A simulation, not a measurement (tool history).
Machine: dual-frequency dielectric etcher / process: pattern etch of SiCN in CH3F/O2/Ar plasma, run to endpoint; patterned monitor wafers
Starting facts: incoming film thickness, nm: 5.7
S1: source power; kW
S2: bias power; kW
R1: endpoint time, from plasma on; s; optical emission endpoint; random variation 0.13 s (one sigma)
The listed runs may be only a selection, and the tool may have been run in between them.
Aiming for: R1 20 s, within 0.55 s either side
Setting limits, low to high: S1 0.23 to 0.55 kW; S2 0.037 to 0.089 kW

run  hour    S1     S2      R1
  1     0  0.39  0.063  16.483
  2   1.4  0.35   0.06  18.115
  3     5  0.33   0.06  18.579
  4   5.9  0.33   0.07  17.508
  5  10.6  0.39   0.07  16.072
  6  13.5  0.35  0.069  17.162
  7  22.4  0.32  0.068  18.118
  8  30.1   0.3  0.067  18.637
  9  34.2  0.29  0.067  19.039
 10  39.3  0.28  0.067  19.418

Which one of the following 4 next-run settings gets every result inside its allowed miss? There is exactly one.
  A  44.4  0.23  0.068   ?
  B  44.4  0.26  0.067   ?
  C  44.4  0.29  0.068   ?
  D  44.4  0.29   0.07   ?

move      R1
   A  21.524
   B  20.172
   C  18.892
   D  18.677
A: moves the result that the last run missed by most past its target, out the other side
B: in spec on every target
C: moves away from the targets compared with the last run
D: moves away from the targets compared with the last run
B is the move that brings every result within its allowed miss.
